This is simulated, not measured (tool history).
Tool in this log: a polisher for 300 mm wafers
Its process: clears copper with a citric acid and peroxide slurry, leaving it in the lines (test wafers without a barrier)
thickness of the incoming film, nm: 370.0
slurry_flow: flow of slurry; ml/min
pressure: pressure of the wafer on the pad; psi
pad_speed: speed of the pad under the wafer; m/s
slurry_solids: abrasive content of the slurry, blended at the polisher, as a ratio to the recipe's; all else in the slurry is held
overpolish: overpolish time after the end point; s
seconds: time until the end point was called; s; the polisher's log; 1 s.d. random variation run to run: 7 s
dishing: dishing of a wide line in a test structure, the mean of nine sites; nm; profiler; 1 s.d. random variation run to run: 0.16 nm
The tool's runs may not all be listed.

run 1 day=0 | slurry_flow=255 pressure=4.1 pad_speed=0.88 slurry_solids=1 overpolish=29 | seconds=158.63 dishing=46.981
run 2 day=0.162 | slurry_flow=255 pressure=4.1 pad_speed=0.88 slurry_solids=1.15 overpolish=29 | seconds=150.9 dishing=48.463
run 3 day=0.317 | slurry_flow=255 pressure=4.1 pad_speed=0.88 slurry_solids=1.15 overpolish=39 | seconds=150.69 dishing=62.893
run 4 day=0.408 | slurry_flow=255 pressure=4.1 pad_speed=1.02 slurry_solids=1.15 overpolish=39 | seconds=128.53 dishing=71.438
run 5 day=0.546 | slurry_flow=240 pressure=3.5 pad_speed=0.86 slurry_solids=1.15 overpolish=31 | seconds=184.19 dishing=42.816
run 6 day=0.796 | slurry_flow=230 pressure=3.2 pad_speed=0.74 slurry_solids=1.15 overpolish=25 | seconds=224.32 dishing=30.1
run 7 day=0.883 | slurry_flow=195 pressure=2.3 pad_speed=0.5 slurry_solids=1 overpolish=11 | seconds=463.51 dishing=6.6993
run 8 day=1.092 | slurry_flow=185 pressure=2.4 pad_speed=0.5 slurry_solids=1.05 overpolish=14 | seconds=440.3 dishing=9.1859
run 9 day=1.312 | slurry_flow=180 pressure=2.5 pad_speed=0.5 slurry_solids=1.1 overpolish=14 | seconds=420.34 dishing=9.6508
run 10 day=1.608 | slurry_flow=175 pressure=2.6 pad_speed=0.5 slurry_solids=1.15 overpolish=15 | seconds=415 dishing=10.54
run 11 day=1.938 | slurry_flow=170 pressure=2.7 pad_speed=0.5 slurry_solids=1.15 overpolish=15 | seconds=399.32 dishing=10.798

What will run 12 give?
run 12 day=2.217 | slurry_flow=170 pressure=2.7 pad_speed=0.5 slurry_solids=1.2 overpolish=15 | seconds=? dishing=?

Run 12 measured seconds 376.28 s, dishing 10.991 nm.
